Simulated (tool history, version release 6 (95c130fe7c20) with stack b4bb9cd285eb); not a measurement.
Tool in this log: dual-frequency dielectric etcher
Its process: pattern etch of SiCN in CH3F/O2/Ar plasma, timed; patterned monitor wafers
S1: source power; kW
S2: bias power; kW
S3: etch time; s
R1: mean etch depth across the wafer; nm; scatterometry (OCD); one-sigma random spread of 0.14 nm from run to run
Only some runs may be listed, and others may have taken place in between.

run 1 day=0.000 | S1=0.410 S2=0.104 S3=70 | R1=30.987
run 2 day=0.279 | S1=0.370 S2=0.104 S3=70 | R1=30.274
run 3 day=0.579 | S1=0.410 S2=0.107 S3=70 | R1=31.232
run 4 day=0.683 | S1=0.410 S2=0.090 S3=70 | R1=29.562
run 5 day=1.029 | S1=0.450 S2=0.096 S3=70 | R1=31.353
run 6 day=1.329 | S1=0.480 S2=0.098 S3=70 | R1=32.005
run 7 day=1.433 | S1=0.500 S2=0.101 S3=70 | R1=32.528
run 8 day=1.775 | S1=0.520 S2=0.105 S3=70 | R1=33.401

For run 9, what comes out?
run 9 day=2.054 | S1=0.520 S2=0.105 S3=70 | R1=?

R1: 33.315 nm

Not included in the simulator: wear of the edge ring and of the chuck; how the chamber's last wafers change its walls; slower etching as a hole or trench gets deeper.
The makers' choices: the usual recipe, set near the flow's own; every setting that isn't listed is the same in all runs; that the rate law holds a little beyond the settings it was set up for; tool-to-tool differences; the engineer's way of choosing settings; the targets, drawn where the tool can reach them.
